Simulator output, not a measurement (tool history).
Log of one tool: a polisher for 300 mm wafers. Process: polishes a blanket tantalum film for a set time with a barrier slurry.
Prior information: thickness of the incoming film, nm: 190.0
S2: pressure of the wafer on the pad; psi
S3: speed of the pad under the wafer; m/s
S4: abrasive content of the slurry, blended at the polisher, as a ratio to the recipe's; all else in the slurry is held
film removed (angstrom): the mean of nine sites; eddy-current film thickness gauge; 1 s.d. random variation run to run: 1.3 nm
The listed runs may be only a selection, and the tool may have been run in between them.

Run 1, day 0: flow of slurry (ml/min) 305, S2 1.6 psi, S3 1.16 m/s, S4 1, polishing time (s) 58. Result: film removed (angstrom) 721.27.
Run 2, day 0.029: flow of slurry (ml/min) 305, S2 1.7 psi, S3 1.16 m/s, S4 1, polishing time (s) 58. Result: film removed (angstrom) 743.89.
Run 3, day 0.354: flow of slurry (ml/min) 305, S2 1.7 psi, S3 1.16 m/s, S4 0.8, polishing time (s) 58. Result: film removed (angstrom) 695.16.
Run 4, day 0.492: flow of slurry (ml/min) 305, S2 1.7 psi, S3 1.16 m/s, S4 0.7, polishing time (s) 58. Result: film removed (angstrom) 655.82.
Run 5, day 0.596: flow of slurry (ml/min) 305, S2 1.7 psi, S3 1.16 m/s, S4 0.7, polishing time (s) 58. Result: film removed (angstrom) 659.14.
Run 6, day 0.692: flow of slurry (ml/min) 305, S2 1.8 psi, S3 1.16 m/s, S4 0.7, polishing time (s) 58. Result: film removed (angstrom) 681.05.

Predict the results of run 7:
Run 7, day 0.983: flow of slurry (ml/min) 305, S2 2 psi, S3 1.18 m/s, S4 0.7, polishing time (s) 58. Result: film removed (angstrom) ?.

{"run 7": {"film removed (angstrom)": 751.27}}
